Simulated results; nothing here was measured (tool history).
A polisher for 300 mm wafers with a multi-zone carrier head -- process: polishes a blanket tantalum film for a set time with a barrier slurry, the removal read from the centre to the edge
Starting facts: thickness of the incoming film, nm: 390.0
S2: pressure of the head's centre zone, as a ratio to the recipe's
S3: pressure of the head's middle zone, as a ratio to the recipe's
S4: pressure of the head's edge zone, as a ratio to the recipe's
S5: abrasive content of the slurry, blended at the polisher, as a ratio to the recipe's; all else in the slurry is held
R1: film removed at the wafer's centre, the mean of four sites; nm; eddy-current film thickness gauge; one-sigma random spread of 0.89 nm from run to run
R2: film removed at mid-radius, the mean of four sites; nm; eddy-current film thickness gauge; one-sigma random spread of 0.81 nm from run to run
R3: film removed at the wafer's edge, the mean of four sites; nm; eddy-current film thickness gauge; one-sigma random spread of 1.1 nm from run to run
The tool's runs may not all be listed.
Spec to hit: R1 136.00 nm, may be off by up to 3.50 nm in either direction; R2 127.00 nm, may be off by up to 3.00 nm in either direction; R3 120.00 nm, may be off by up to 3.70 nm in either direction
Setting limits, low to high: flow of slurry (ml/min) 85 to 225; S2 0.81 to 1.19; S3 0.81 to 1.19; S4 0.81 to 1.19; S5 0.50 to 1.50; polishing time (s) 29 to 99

Run 1, day 0.000: flow of slurry (ml/min) 145, S2 1.00, S3 1.00, S4 1.00, S5 1.00, polishing time (s) 64. Result: R1 135.77 nm, R2 146.78 nm, R3 145.42 nm.
Run 2, day 0.342: flow of slurry (ml/min) 140, S2 1.02, S3 0.99, S4 0.96, S5 0.95, polishing time (s) 64. Result: R1 138.15 nm, R2 141.96 nm, R3 141.25 nm.
Run 3, day 0.538: flow of slurry (ml/min) 140, S2 0.94, S3 0.99, S4 0.96, S5 0.95, polishing time (s) 64. Result: R1 126.12 nm, R2 141.52 nm, R3 138.68 nm.
Run 4, day 0.896: flow of slurry (ml/min) 125, S2 0.94, S3 0.99, S4 0.96, S5 0.95, polishing time (s) 64. Result: R1 123.75 nm, R2 138.49 nm, R3 139.05 nm.
Run 5, day 1.058: flow of slurry (ml/min) 135, S2 0.96, S3 0.98, S4 0.93, S5 0.90, polishing time (s) 64. Result: R1 126.79 nm, R2 137.87 nm, R3 137.01 nm.
Run 6, day 1.358: flow of slurry (ml/min) 135, S2 0.96, S3 0.98, S4 1.00, S5 0.90, polishing time (s) 64. Result: R1 126.43 nm, R2 139.58 nm, R3 141.24 nm.
At day 1.433: centre zone pressure recalibrated.
Run 7, day 1.433: flow of slurry (ml/min) 135, S2 0.96, S3 0.98, S4 1.00, S5 0.90, polishing time (s) 64. Result: R1 132.68 nm, R2 137.97 nm, R3 141.50 nm.
Run 8, day 1.696: flow of slurry (ml/min) 135, S2 0.98, S3 0.98, S4 0.97, S5 0.80, polishing time (s) 64. Result: R1 133.80 nm, R2 135.54 nm, R3 135.63 nm.
Run 9, day 2.058: flow of slurry (ml/min) 130, S2 0.98, S3 0.98, S4 0.95, S5 0.75, polishing time (s) 64. Result: R1 131.96 nm, R2 134.27 nm, R3 129.52 nm.
Run 10, day 2.321: flow of slurry (ml/min) 125, S2 0.99, S3 0.98, S4 0.94, S5 0.75, polishing time (s) 64. Result: R1 132.25 nm, R2 131.18 nm, R3 128.12 nm.
Run 11, day 2.621: flow of slurry (ml/min) 125, S2 1.00, S3 0.98, S4 0.93, S5 0.75, polishing time (s) 64. Result: R1 133.54 nm, R2 131.54 nm, R3 130.72 nm.
Run 12, day 2.671: flow of slurry (ml/min) 125, S2 1.00, S3 0.98, S4 0.92, S5 0.70, polishing time (s) 64. Result: R1 130.71 nm, R2 130.05 nm, R3 124.96 nm.
Run 13, day 3.038: flow of slurry (ml/min) 125, S2 1.01, S3 0.98, S4 0.91, S5 0.70, polishing time (s) 64. Result: R1 132.39 nm, R2 129.46 nm, R3 127.06 nm.
Run 14, day 3.242: flow of slurry (ml/min) 125, S2 1.01, S3 0.98, S4 0.91, S5 0.70, polishing time (s) 64. Result: R1 131.67 nm, R2 130.86 nm, R3 123.91 nm.

Exercise: of the 4 proposed moves below, exactly one satisfies all targets within the stated allowed misses. Which move is it?
Run A, day 3.446: flow of slurry (ml/min) 130, S2 1.02, S3 1.00, S4 0.88, S5 0.70, polishing time (s) 61. Result: R1 ?, R2 ?, R3 ?.
Run B, day 3.446: flow of slurry (ml/min) 185, S2 1.15, S3 1.09, S4 0.96, S5 0.55, polishing time (s) 56. Result: R1 ?, R2 ?, R3 ?.
Run C, day 3.446: flow of slurry (ml/min) 145, S2 1.16, S3 1.08, S4 0.82, S5 0.55, polishing time (s) 61. Result: R1 ?, R2 ?, R3 ?.
Run D, day 3.446: flow of slurry (ml/min) 135, S2 1.04, S3 0.96, S4 0.85, S5 0.50, polishing time (s) 67. Result: R1 ?, R2 ?, R3 ?.

move      R1      R2      R3
   A  126.95  126.76  117.83
   B  133.18  125.74  111.39
   C  140.61  131.20  110.09
   D  133.96  126.66  119.82
A: corrects the largest miss of the last run, while another result sits out of spec
B: corrects the largest miss of the last run, while another result sits out of spec
C: further off than the last run
D: hits every target within its allowed miss
Correct choice: D, which meets every target
